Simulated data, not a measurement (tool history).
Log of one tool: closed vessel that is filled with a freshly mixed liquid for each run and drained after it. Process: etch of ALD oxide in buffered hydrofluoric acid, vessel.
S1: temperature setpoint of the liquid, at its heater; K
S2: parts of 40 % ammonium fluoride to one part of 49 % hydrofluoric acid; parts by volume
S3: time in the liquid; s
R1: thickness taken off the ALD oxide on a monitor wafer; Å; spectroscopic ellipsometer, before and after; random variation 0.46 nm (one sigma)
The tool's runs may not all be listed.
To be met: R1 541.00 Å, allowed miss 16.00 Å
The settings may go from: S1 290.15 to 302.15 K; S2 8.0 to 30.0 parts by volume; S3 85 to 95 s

run	hour	S1	S2	S3	R1
1	0.0	294.15	22.5	85	708.56
2	5.4	292.15	22.5	85	636.74
3	9.6	291.65	23.0	85	602.70
4	12.0	291.65	23.0	85	602.68
5	17.8	291.15	23.0	85	590.28
6	21.9	291.15	29.0	85	502.56
7	22.8	291.15	29.0	85	506.00
8	29.1	291.65	29.0	85	523.23

Which of these 4 next moves meets every target?
A	35.4	290.65	27.0	90	?
B	35.4	290.15	28.5	90	?
C	35.4	291.15	30.0	85	?
D	35.4	290.65	29.5	90	?

move	R1
A	549.82
B	514.63
C	496.70
D	517.08
A: meets every target
B: further off than the last run
C: further off than the last run
D: further off than the last run
Answer: A
